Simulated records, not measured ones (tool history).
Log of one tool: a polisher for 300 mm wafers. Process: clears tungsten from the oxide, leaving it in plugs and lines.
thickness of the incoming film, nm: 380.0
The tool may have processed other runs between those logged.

run	hour	flow of slurry (ml/min)	pressure of the wafer on the pad (psi)	speed of the pad under the wafer (cm/s)	abrasive content of the slurry	overpolish time after the end point (s)	time until the end point was called (s)
1	0	160	2.4	104	1	13	97.097
2	6	160	2.6	104	1	13	89.414
3	8.7	160	2.6	104	1	13	91.598
4	10.9	160	2.8	104	1	13	82.182
5	17.7	160	2.8	104	1	10	83.739
6	23.2	160	2.7	102	1	10	89.514
7	27.1	160	2.6	102	1	10	92.725
8	32	160	2.5	102	1	10	93.693
9	38.5	160	2.4	100	1	10	99.227

Predict the results of run 10:
10	41.2	160	2.3	98	1	10	?

Run 10 produced time until the end point was called (s) 108.48.
